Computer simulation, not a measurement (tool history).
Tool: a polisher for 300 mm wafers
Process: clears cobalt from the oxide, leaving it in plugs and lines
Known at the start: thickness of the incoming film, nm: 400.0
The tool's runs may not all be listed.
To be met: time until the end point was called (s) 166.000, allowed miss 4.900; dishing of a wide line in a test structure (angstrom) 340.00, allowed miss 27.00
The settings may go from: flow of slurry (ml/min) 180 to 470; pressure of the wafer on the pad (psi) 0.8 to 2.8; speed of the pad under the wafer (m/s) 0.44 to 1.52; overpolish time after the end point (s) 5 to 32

run	day	flow of slurry (ml/min)	pressure of the wafer on the pad (psi)	speed of the pad under the wafer (m/s)	overpolish time after the end point (s)	time until the end point was called (s)	dishing of a wide line in a test structure (angstrom)
1	0.000	300	1.8	0.98	16	92.057	374.65
2	0.275	365	1.8	0.98	16	91.498	370.04
3	0.454	405	1.8	0.98	16	90.394	359.59
4	0.621	405	1.7	0.98	17	93.586	380.42
5	0.917	405	1.6	0.96	17	102.400	353.27
6	1.058	450	1.6	0.96	17	101.010	357.58
7	1.333	450	1.5	0.96	18	109.120	360.56
8	1.517	450	1.4	0.96	18	115.470	338.94

5 next moves are on the table. One of them brings every result within its allowed miss. Which?
A	1.700	465	1.2	0.82	22	?	?
B	1.700	380	1.1	0.90	30	?	?
C	1.700	430	1.2	0.74	31	?	?
D	1.700	395	1.2	0.82	32	?	?
E	1.700	400	1.1	0.82	24	?	?

move	time until the end point was called (s)	dishing of a wide line in a test structure (angstrom)
A	151.310	326.23
B	154.420	383.22
C	165.140	377.02
D	152.940	397.31
E	166.030	325.43
A: nearer than the last run, and not there yet
B: nearer than the last run, and not there yet
C: brings the result that was furthest off to its target, and leaves another outside
D: nearer than the last run, and not there yet
E: meets every target
The right move is E.
